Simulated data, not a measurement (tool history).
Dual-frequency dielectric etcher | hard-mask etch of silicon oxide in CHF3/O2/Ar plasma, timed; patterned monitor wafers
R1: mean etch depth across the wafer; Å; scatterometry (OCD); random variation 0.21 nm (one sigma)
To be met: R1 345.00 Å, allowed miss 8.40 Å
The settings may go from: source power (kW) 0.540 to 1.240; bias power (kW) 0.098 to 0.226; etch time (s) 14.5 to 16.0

Run 1, hour 0.0: source power (kW) 0.890, bias power (kW) 0.162, etch time (s) 16.0. Result: R1 368.75 Å.
Run 2, hour 1.9: source power (kW) 0.890, bias power (kW) 0.187, etch time (s) 16.0. Result: R1 391.19 Å.
Run 3, hour 7.9: source power (kW) 0.830, bias power (kW) 0.184, etch time (s) 16.0. Result: R1 377.97 Å.
Run 4, hour 16.6: source power (kW) 0.830, bias power (kW) 0.212, etch time (s) 16.0. Result: R1 394.33 Å.
Run 5, hour 22.0: source power (kW) 0.770, bias power (kW) 0.208, etch time (s) 16.0. Result: R1 378.32 Å.
At hour 23.3: wet clean of the chamber.
Run 6, hour 23.3: source power (kW) 0.770, bias power (kW) 0.223, etch time (s) 16.0. Result: R1 397.12 Å.
Run 7, hour 24.2: source power (kW) 0.590, bias power (kW) 0.200, etch time (s) 15.5. Result: R1 317.34 Å.
Run 8, hour 31.1: source power (kW) 0.720, bias power (kW) 0.203, etch time (s) 15.5. Result: R1 356.69 Å.

4 next moves are on the table. One of them brings every result within its allowed miss. Which?
Run A, hour 38.0: source power (kW) 0.660, bias power (kW) 0.206, etch time (s) 14.5. Result: R1 ?.
Run B, hour 38.0: source power (kW) 0.760, bias power (kW) 0.197, etch time (s) 14.5. Result: R1 ?.
Run C, hour 38.0: source power (kW) 0.720, bias power (kW) 0.174, etch time (s) 15.0. Result: R1 ?.
Run D, hour 38.0: source power (kW) 0.620, bias power (kW) 0.195, etch time (s) 15.5. Result: R1 ?.

move      R1
   A  321.26
   B  342.02
   C  326.81
   D  323.55
A: takes the result that was furthest off past its target
B: meets every target
C: takes the result that was furthest off past its target
D: takes the result that was furthest off past its target
Answer: B
